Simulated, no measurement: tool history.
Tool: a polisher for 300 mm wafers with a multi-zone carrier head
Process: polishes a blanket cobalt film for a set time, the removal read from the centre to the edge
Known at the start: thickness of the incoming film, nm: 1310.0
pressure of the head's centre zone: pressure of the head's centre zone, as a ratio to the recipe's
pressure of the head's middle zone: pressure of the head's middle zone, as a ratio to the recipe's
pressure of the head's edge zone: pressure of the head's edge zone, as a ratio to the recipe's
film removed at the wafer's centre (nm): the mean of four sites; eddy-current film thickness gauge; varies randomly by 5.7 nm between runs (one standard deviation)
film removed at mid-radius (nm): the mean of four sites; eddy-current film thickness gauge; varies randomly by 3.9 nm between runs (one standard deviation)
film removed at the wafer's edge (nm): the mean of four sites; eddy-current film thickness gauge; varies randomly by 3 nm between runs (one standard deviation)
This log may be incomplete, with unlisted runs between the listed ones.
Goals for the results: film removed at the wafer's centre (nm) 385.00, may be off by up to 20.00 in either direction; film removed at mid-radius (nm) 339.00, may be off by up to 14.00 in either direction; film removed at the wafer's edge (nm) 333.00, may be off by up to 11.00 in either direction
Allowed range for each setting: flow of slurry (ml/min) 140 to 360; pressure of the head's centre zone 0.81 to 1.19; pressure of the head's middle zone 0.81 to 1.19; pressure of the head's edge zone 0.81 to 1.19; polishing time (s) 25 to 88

run  hour  flow of slurry (ml/min)  pressure of the head's centre zone  pressure of the head's middle zone  pressure of the head's edge zone  polishing time (s)  film removed at the wafer's centre (nm)  film removed at mid-radius (nm)  film removed at the wafer's edge (nm)
  1   0.0                      230                                1.00                                1.00                              1.00                  56                                   261.34                           264.98                                 271.96
  2   8.8                      245                                1.06                                1.02                              1.02                  59                                   298.98                           281.27                                 288.57
  3  13.6                      250                                1.09                                1.05                              1.04                  61                                   312.93                           305.91                                 299.09
  4  21.1                      250                                1.09                                1.01                              1.04                  61                                   305.91                           291.83                                 295.38
  5  25.3                      250                                1.09                                0.94                              1.04                  61                                   315.08                           279.65                                 301.03
  6  27.9                      250                                1.09                                0.94                              1.13                  61                                   310.28                           276.31                                 308.87
  7  32.3                      260                                1.12                                0.97                              1.11                  63                                   334.13                           298.93                                 321.59
  8  33.9                      275                                1.14                                0.99                              1.09                  64                                   338.25                           313.27                                 324.07
  9  36.0                      260                                1.16                                0.99                              1.06                  66                                   358.88                           309.65                                 327.26

4 candidate next runs follow, results not yet known. Just one meets every target within its allowed miss. Identify it.
  A  38.1                      360                                1.19                                1.19                              0.88                  65                                        ?                                ?                                      ?
  B  38.1                      325                                1.19                                1.19                              0.89                  65                                        ?                                ?                                      ?
  C  38.1                      280                                1.18                                1.03                              1.00                  69                                        ?                                ?                                      ?
  D  38.1                      275                                1.09                                1.02                              1.08                  67                                        ?                                ?                                      ?

move  film removed at the wafer's centre (nm)  film removed at mid-radius (nm)  film removed at the wafer's edge (nm)
   A                                   375.36                           372.32                                 302.62
   B                                   371.65                           368.97                                 302.08
   C                                   384.28                           340.84                                 335.53
   D                                   343.71                           327.70                                 337.90
A: pushes the last run's worst result past its target
B: pushes the last run's worst result past its target
C: all results land within tolerance of their targets
D: puts the biggest miss on target and leaves a different result outside tolerance
Answer: C
